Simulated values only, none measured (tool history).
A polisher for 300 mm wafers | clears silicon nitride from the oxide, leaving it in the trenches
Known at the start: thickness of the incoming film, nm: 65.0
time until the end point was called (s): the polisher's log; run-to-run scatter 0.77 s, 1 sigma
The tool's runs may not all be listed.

run	hour	flow of slurry (ml/min)	pressure of the wafer on the pad (kPa)	speed of the pad under the wafer (m/s)	overpolish time after the end point (s)	time until the end point was called (s)
1	0	305	17.9	1.08	3	83.271
2	1.4	305	20	1.08	3	75.389
3	10	305	21.4	1.08	3	69.635
4	15.9	305	17.9	1.08	3	81.968
5	24.6	305	20.7	1.08	3	71.79
6	30.7	305	22.1	1.08	3	68.062
7	39.4	305	22.8	1.08	3	66.054

The next listed run, before its measurement:
8	47	305	23.4	1.08	3	?

time until the end point was called (s): 63.529
